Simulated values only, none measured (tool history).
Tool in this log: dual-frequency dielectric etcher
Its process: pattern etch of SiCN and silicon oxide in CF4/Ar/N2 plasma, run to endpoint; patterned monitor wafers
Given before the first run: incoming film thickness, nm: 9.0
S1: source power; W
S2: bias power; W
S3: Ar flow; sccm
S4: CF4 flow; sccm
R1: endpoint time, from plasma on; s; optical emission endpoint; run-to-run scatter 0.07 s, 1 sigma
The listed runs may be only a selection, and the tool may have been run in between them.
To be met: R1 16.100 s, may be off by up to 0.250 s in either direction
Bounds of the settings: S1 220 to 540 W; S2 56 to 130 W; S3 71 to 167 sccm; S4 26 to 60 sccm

| run | day | S1 | S2 | S3 | S4 | R1 |
|---|---|---|---|---|---|---|
| 1 | 0.000 | 380 | 93 | 119 | 43 | 12.483 |
| 2 | 0.042 | 380 | 93 | 119 | 50 | 12.068 |
| 3 | 0.408 | 380 | 86 | 119 | 50 | 12.700 |
| 4 | 0.446 | 370 | 86 | 119 | 50 | 12.956 |
| 5 | 0.779 | 370 | 86 | 119 | 56 | 12.795 |
| 6 | 0.858 | 370 | 86 | 119 | 50 | 12.982 |
| 7 | 1.158 | 360 | 86 | 119 | 50 | 13.332 |
| 8 | 1.412 | 350 | 86 | 119 | 50 | 13.600 |
| 9 | 1.717 | 270 | 85 | 119 | 50 | 17.038 |
| 10 | 2.062 | 280 | 85 | 119 | 50 | 16.517 |

Exactly one of the 4 candidate moves below puts every result within its allowed miss. Which one?
| A | 2.408 | 290 | 79 | 128 | 50 | ? |
| B | 2.408 | 280 | 82 | 123 | 52 | ? |
| C | 2.408 | 260 | 97 | 157 | 42 | ? |
| D | 2.408 | 280 | 90 | 123 | 49 | ? |

| move | R1 |
|---|---|
| A | 16.840 |
| B | 16.723 |
| C | 17.185 |
| D | 15.966 |
A: misses by more than the last run did
B: misses by more than the last run did
C: misses by more than the last run did
D: every result within its allowed miss
Move D is the one to make.
